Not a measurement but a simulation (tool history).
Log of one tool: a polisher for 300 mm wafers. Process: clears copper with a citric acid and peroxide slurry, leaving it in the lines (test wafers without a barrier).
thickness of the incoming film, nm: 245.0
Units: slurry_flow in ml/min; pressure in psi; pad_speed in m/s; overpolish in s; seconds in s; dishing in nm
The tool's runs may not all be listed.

| run | hour | slurry_flow | pressure | pad_speed | slurry_solids | overpolish | seconds | dishing |
|---|---|---|---|---|---|---|---|---|
| 1 | 0.0 | 175 | 2.5 | 1.34 | 1.00 | 14 | 92.105 | 23.235 |
| 2 | 1.6 | 175 | 2.5 | 1.34 | 1.15 | 14 | 89.953 | 24.179 |
| 3 | 6.8 | 175 | 2.9 | 1.40 | 1.20 | 15 | 72.231 | 31.265 |
| 4 | 15.2 | 175 | 3.2 | 1.42 | 1.20 | 16 | 66.361 | 36.173 |
| 5 | 18.4 | 175 | 3.2 | 1.42 | 1.40 | 16 | 63.566 | 36.469 |
| 6 | 22.0 | 175 | 3.4 | 1.44 | 1.40 | 16 | 58.793 | 40.355 |

Forecast run 7:
| 7 | 29.9 | 175 | 3.6 | 1.46 | 1.40 | 16 | ? | ? |

seconds: 53.796 s
dishing: 42.292 nm
